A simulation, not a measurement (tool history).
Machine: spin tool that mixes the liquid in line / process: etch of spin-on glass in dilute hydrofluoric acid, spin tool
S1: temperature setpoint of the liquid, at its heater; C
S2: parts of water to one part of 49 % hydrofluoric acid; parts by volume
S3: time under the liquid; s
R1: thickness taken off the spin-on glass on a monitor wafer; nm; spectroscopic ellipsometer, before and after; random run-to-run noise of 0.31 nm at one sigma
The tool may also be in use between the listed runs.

run,hour,S1,S2,S3,R1
1,0,23,215,100,12.362
2,3.5,23,170,100,16.942
3,7.7,24.5,155,100,20.004
4,14.4,24.5,155,100,19.794
5,19.5,25.5,145,100,22.391
6,24.3,27,145,100,23.876

For run 7, what comes out?
7,27.4,27.5,140,100,?

Logged for run 7: R1 24.707 nm.
